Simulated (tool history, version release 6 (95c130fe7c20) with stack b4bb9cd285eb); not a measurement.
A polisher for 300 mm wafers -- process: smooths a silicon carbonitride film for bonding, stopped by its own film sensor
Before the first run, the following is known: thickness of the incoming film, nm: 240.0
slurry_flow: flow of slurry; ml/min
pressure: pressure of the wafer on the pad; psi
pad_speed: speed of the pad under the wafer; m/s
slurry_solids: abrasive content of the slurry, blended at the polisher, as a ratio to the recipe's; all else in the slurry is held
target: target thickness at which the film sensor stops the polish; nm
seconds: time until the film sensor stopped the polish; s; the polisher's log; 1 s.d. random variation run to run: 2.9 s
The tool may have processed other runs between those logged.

run,hour,slurry_flow,pressure,pad_speed,slurry_solids,target,seconds
1,0.0,250,1.4,0.82,1.0,211,204.90
2,0.7,290,1.4,0.82,1.0,211,200.72
3,8.0,290,1.3,0.82,1.0,211,212.90
4,15.4,285,1.2,0.82,1.0,211,235.26
5,17.9,285,1.5,0.82,1.0,211,189.16
6,24.5,285,1.5,0.82,1.1,211,182.36

What will run 7 give?
7,26.9,285,1.4,0.82,1.1,211,?

Run 7 measured seconds 190.56 s.
